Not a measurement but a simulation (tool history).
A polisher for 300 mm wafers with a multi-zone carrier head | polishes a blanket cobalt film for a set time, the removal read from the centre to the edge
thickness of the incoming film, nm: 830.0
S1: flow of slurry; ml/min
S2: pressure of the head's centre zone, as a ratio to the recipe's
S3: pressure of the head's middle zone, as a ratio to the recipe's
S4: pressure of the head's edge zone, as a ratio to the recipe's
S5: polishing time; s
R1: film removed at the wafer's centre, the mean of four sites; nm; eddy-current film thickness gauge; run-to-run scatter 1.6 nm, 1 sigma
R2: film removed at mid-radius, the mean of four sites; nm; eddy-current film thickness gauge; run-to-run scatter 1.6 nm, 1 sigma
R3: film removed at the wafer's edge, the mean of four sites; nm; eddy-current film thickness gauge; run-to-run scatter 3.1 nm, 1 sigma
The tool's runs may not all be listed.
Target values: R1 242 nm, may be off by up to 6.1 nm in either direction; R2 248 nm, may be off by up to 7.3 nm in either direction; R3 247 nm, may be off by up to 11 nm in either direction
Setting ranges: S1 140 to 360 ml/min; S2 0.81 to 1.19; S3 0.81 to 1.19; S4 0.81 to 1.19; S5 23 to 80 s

run,hour,S1,S2,S3,S4,S5,R1,R2,R3
1,0,230,1,1,1,51,335.38,343.57,331.13
2,5.1,225,0.99,0.99,0.98,50,329.05,334.45,322.9
3,6.1,225,0.98,0.98,0.97,49,319.11,319.04,313.51
4,6.8,220,0.96,0.98,0.95,48,301.26,313.98,303.81
5,12.8,220,0.96,0.98,0.95,54,339.03,355.88,337.31
6,16.1,220,0.96,0.98,1.03,54,339.48,354.17,350.55
7,21.9,215,0.95,0.97,1.01,52,324.94,339.28,330.61
8,24.2,210,0.94,0.96,0.99,51,312.98,323.87,321.67
9,29.8,210,0.94,0.96,0.99,51,312.03,325.51,326.52
10,35.4,215,0.94,0.96,0.97,49,303.59,313.14,313.71
11,43.8,210,0.94,0.96,0.95,48,297.15,307.11,309.16
12,47.2,275,0.92,0.93,0.87,34,214.42,217.24,208.42
13,54.7,270,0.93,0.94,0.89,34,212.54,218.92,208.49
14,59.3,260,0.94,0.95,0.91,34,215.48,220.7,213.17
15,66.8,250,0.95,0.96,0.92,34,216.87,219.75,215.72
16,70.8,305,1,1.05,1.02,36,247.33,257.44,240.92
17,79.8,305,1,1.05,1.03,36,247.82,257.79,240.63
18,88.6,305,1,1.05,1.04,36,246.16,257.88,243.58

Consider the 5 candidate settings below. Which is the only one whose results all fall within their allowed miss of target?
A,97.4,340,1.06,1.1,1.07,33,?,?,?
B,97.4,235,0.94,1.03,1.18,39,?,?,?
C,97.4,310,0.99,1.05,1,37,?,?,?
D,97.4,325,0.99,1.11,1.09,36,?,?,?
E,97.4,250,0.97,0.98,1.06,37,?,?,?

move,R1,R2,R3
A,238.31,248.52,227.88
B,240.27,268.67,273.79
C,247.24,265.89,247.4
D,241.72,272.33,249.76
E,236.84,245.92,249.68
A: meets the target for the result that was furthest off, but another lies outside its allowed miss
B: the biggest miss grows against the last run
C: the biggest miss grows against the last run
D: the biggest miss grows against the last run
E: meets every target
Move E is the one to make.
